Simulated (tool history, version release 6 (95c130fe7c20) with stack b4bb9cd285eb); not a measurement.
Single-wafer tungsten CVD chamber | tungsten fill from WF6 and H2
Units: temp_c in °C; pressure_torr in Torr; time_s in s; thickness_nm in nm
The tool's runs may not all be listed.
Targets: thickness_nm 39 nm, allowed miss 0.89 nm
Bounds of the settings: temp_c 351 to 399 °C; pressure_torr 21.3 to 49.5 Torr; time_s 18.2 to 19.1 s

run  hour  temp_c  pressure_torr  time_s  thickness_nm
  1     0     375           35.4    19.1        35.246
  2   3.6     375           30.2    19.1        32.858
  3  10.8     375           26.6    19.1        31.354
  4  16.6     376           26.7    19.1        31.904
  5  22.5     376           23.8    19.1        30.448
  6  27.1     378           23.9    19.1        31.319
  7  34.8     380             24    19.1        33.143
  8  35.9     381             24    19.1         33.63
  9  36.5     382             24    19.1        34.179

Which of these 5 next moves meets every target?
  A  37.1     391           26.7    19.1             ?
  B  37.1     388           23.1    19.1             ?
  C  37.1     389           24.3    19.1             ?
  D  37.1     390           30.5    18.2             ?
  E  37.1     387           24.5      19             ?

move  thickness_nm
   A        41.676
   B        37.254
   C         38.71
   D        41.276
   E        37.318
A: takes the result that was furthest off past its target
B: nearer than the last run, and not there yet
C: meets every target
D: takes the result that was furthest off past its target
E: nearer than the last run, and not there yet
Answer: C
